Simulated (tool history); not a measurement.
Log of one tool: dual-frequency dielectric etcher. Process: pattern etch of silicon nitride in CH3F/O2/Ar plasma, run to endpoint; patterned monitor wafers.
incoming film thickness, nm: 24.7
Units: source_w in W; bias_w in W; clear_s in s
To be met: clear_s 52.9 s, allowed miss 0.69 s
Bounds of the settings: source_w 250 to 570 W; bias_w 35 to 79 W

run,hour,source_w,bias_w,clear_s
1,0,410,57,40.015
2,8.7,410,53,41.253
3,10.2,370,49,44.739
4,16.1,370,58,42.029
5,16.8,340,58,44.021
6,21.9,320,56,46.685
7,26,250,52,55.476
8,34.3,260,52,54.269

5 next moves are on the table. One of them brings every result within its allowed miss. Which?
A,42.6,250,54,?
B,42.6,250,53,?
C,42.6,280,49,?
D,42.6,280,43,?
E,42.6,250,55,?

move,clear_s
A,55.114
B,55.511
C,52.967
D,55.584
E,54.726
A: further off than the last run
B: further off than the last run
C: meets every target
D: further off than the last run
E: further off than the last run
Move C is the one to make.

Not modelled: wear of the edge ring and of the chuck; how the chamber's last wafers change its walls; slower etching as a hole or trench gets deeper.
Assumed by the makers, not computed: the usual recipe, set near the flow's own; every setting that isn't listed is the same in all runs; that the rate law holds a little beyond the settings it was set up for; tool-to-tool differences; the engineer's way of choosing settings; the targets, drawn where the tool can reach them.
